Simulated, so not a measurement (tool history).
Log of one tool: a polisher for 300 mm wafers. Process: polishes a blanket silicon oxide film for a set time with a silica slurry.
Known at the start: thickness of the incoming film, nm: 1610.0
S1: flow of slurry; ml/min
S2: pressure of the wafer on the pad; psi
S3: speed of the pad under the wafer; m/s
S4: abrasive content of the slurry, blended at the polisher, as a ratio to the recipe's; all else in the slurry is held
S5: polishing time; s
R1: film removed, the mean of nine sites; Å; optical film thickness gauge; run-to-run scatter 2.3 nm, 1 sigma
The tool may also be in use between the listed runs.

run  hour   S1   S2    S3   S4  S5      R1
  1   0.0  215  5.5  1.40  1.0  60  3225.8
  2   1.9  215  5.5  1.40  1.0  60  3223.7
  3   6.0  215  5.5  1.54  1.0  60  3445.2
  4   7.7  215  5.5  1.38  1.0  60  3223.2
  5  10.2  215  5.5  1.38  1.0  60  3217.6
  6  17.7  215  5.1  1.38  1.0  60  3009.4

Predict the results of run 7:
  7  25.2  215  4.7  1.36  1.0  60   ?

R1: 2697.2 Å
